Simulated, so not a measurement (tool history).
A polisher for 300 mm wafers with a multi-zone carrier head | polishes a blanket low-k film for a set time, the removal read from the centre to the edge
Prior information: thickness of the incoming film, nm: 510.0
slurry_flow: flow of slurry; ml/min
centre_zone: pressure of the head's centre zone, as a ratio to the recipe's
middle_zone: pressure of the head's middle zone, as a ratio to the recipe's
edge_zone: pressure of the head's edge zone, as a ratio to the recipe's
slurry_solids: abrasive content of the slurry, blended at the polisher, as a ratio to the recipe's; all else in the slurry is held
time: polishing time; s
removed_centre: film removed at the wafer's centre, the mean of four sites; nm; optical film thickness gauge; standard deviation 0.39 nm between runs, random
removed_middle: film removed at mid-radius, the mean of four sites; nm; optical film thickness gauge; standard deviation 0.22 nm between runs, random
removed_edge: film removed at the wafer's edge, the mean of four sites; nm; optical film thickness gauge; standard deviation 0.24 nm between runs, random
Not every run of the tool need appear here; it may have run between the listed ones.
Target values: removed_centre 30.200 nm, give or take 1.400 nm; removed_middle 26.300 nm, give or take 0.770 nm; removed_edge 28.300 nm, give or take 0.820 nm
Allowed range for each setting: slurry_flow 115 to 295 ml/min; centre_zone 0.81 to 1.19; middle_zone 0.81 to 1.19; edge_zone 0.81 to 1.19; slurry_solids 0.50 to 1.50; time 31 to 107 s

{"run": 1, "hour": 0.0, "slurry_flow": 190, "centre_zone": 1.0, "middle_zone": 1.0, "edge_zone": 1.0, "slurry_solids": 1.0, "time": 69, "removed_centre": 21.876, "removed_middle": 21.801, "removed_edge": 22.585}
{"run": 2, "hour": 4.9, "slurry_flow": 190, "centre_zone": 1.0, "middle_zone": 1.05, "edge_zone": 1.0, "slurry_solids": 1.0, "time": 69, "removed_centre": 22.178, "removed_middle": 22.671, "removed_edge": 22.039}
{"run": 3, "hour": 6.9, "slurry_flow": 220, "centre_zone": 1.0, "middle_zone": 1.05, "edge_zone": 1.0, "slurry_solids": 1.0, "time": 69, "removed_centre": 21.735, "removed_middle": 23.069, "removed_edge": 22.645}
{"run": 4, "hour": 12.7, "slurry_flow": 220, "centre_zone": 1.0, "middle_zone": 1.05, "edge_zone": 0.94, "slurry_solids": 1.0, "time": 69, "removed_centre": 22.521, "removed_middle": 23.136, "removed_edge": 21.854}
{"run": 5, "hour": 16.8, "slurry_flow": 220, "centre_zone": 1.0, "middle_zone": 1.05, "edge_zone": 0.94, "slurry_solids": 1.0, "time": 60, "removed_centre": 20.115, "removed_middle": 19.667, "removed_edge": 19.46}
{"run": 6, "hour": 25.1, "slurry_flow": 225, "centre_zone": 1.02, "middle_zone": 1.04, "edge_zone": 0.96, "slurry_solids": 1.1, "time": 61, "removed_centre": 20.745, "removed_middle": 21.225, "removed_edge": 20.343}
{"run": 7, "hour": 31.0, "slurry_flow": 175, "centre_zone": 1.12, "middle_zone": 0.94, "edge_zone": 0.91, "slurry_solids": 1.35, "time": 80, "removed_centre": 29.535, "removed_middle": 26.101, "removed_edge": 26.665}
{"run": 8, "hour": 39.2, "slurry_flow": 180, "centre_zone": 1.12, "middle_zone": 0.94, "edge_zone": 0.92, "slurry_solids": 1.35, "time": 80, "removed_centre": 29.647, "removed_middle": 26.046, "removed_edge": 26.765}
{"run": 9, "hour": 44.6, "slurry_flow": 185, "centre_zone": 1.12, "middle_zone": 0.94, "edge_zone": 0.93, "slurry_solids": 1.35, "time": 80, "removed_centre": 30.017, "removed_middle": 26.463, "removed_edge": 27.387}

Exercise: of the 4 proposed moves below, exactly one satisfies all targets within the stated allowed misses. Which move is it?
{"run": "A", "hour": 50.0, "slurry_flow": 165, "centre_zone": 1.12, "middle_zone": 1.0, "edge_zone": 0.9, "slurry_solids": 1.4, "time": 80, "removed_centre": "?", "removed_middle": "?", "removed_edge": "?"}
{"run": "B", "hour": 50.0, "slurry_flow": 215, "centre_zone": 1.12, "middle_zone": 0.92, "edge_zone": 0.87, "slurry_solids": 1.1, "time": 83, "removed_centre": "?", "removed_middle": "?", "removed_edge": "?"}
{"run": "C", "hour": 50.0, "slurry_flow": 175, "centre_zone": 1.05, "middle_zone": 1.03, "edge_zone": 0.96, "slurry_solids": 1.35, "time": 79, "removed_centre": "?", "removed_middle": "?", "removed_edge": "?"}
{"run": "D", "hour": 50.0, "slurry_flow": 165, "centre_zone": 1.17, "middle_zone": 0.98, "edge_zone": 1.06, "slurry_solids": 1.5, "time": 76, "removed_centre": "?", "removed_middle": "?", "removed_edge": "?"}

move=A removed_centre=30.497 removed_middle=27.272 removed_edge=26.915
move=B removed_centre=30.738 removed_middle=25.664 removed_edge=26.297
move=C removed_centre=28.685 removed_middle=27.547 removed_edge=27.284
move=D removed_centre=30.621 removed_middle=26.049 removed_edge=28.251
A: misses by more than the last run did
B: misses by more than the last run did
C: misses by more than the last run did
D: in spec on every target
Go with D: it meets all targets.
